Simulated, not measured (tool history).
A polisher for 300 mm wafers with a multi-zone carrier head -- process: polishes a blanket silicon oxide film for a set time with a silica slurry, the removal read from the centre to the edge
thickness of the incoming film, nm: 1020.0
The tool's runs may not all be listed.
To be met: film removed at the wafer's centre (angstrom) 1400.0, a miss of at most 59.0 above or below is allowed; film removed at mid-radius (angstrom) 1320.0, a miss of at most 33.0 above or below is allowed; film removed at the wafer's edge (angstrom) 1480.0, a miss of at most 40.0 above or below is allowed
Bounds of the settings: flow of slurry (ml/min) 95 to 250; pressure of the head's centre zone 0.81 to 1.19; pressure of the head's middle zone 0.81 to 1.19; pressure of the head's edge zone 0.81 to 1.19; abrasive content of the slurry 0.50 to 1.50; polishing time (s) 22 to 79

run    day  flow of slurry (ml/min)  pressure of the head's centre zone  pressure of the head's middle zone  pressure of the head's edge zone  abrasive content of the slurry  polishing time (s)  film removed at the wafer's centre (angstrom)  film removed at mid-radius (angstrom)  film removed at the wafer's edge (angstrom)
  1  0.000                      160                                1.00                                1.00                              1.00                            1.00                  50                                         1785.5                                 1753.8                                       1755.0
  2  0.262                      145                                1.00                                1.00                              1.00                            1.00                  50                                         1712.4                                 1759.4                                       1753.6
  3  0.492                      145                                0.99                                0.96                              0.98                            0.95                  50                                         1713.7                                 1630.8                                       1693.5
  4  0.546                      135                                0.95                                0.93                              0.96                            0.90                  50                                         1587.9                                 1575.1                                       1615.5
  5  0.846                      135                                0.95                                0.93                              0.96                            0.90                  58                                         1809.8                                 1809.7                                       1893.9
  6  0.979                      160                                0.95                                0.93                              0.96                            0.90                  58                                         1904.4                                 1849.6                                       1919.3
  7  1.308                      150                                0.93                                0.90                              0.95                            0.80                  58                                         1702.5                                 1692.9                                       1822.9
  8  1.450                      145                                0.93                                0.88                              0.92                            0.70                  58                                         1577.3                                 1542.4                                       1647.1

Consider the 5 candidate settings below. Which is the only one whose results all fall within their allowed miss of target?
  A  1.592                      140                                0.91                                1.06                              0.84                            0.75                  53                                              ?                                      ?                                            ?
  B  1.592                      125                                0.91                                1.13                              0.81                            0.70                  51                                              ?                                      ?                                            ?
  C  1.592                      125                                1.04                                0.91                              0.85                            0.70                  64                                              ?                                      ?                                            ?
  D  1.592                      155                                0.92                                0.93                              0.81                            0.85                  61                                              ?                                      ?                                            ?
  E  1.592                      135                                0.94                                0.86                              0.98                            0.50                  60                                              ?                                      ?                                            ?

move  film removed at the wafer's centre (angstrom)  film removed at mid-radius (angstrom)  film removed at the wafer's edge (angstrom)
   A                                         1468.4                                 1695.2                                       1509.2
   B                                         1339.7                                 1633.0                                       1368.1
   C                                         1903.1                                 1720.4                                       1751.7
   D                                         1838.7                                 1889.6                                       1838.9
   E                                         1391.9                                 1322.6                                       1480.7
A: further off than the last run
B: further off than the last run
C: further off than the last run
D: further off than the last run
E: every result lands within tolerance
E is the move that brings every result within its allowed miss.
